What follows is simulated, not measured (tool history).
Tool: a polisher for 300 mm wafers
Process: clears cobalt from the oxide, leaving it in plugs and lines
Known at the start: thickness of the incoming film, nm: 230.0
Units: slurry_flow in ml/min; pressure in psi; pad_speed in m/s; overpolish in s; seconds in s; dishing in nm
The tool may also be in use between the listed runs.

run  hour  slurry_flow  pressure  pad_speed  overpolish  seconds  dishing
  1   0.0          240       2.2       0.86          25   38.382   39.723
  2   4.3          230       2.0       0.86          21   42.246   36.671
  3  12.9          230       2.0       0.78          21   45.329   36.501
  4  21.8          230       2.5       0.78          21   37.139   39.490
  5  23.4          170       2.5       0.78          21   38.677   37.857
  6  24.3          165       2.2       0.82          18   41.160   36.132
  7  26.0          160       1.9       0.84          16   47.037   34.623

What will run 8 give?
  8  34.6          145       1.3       1.04           8        ?        ?

Logged for run 8: seconds 57.059 s, dishing 20.915 nm.

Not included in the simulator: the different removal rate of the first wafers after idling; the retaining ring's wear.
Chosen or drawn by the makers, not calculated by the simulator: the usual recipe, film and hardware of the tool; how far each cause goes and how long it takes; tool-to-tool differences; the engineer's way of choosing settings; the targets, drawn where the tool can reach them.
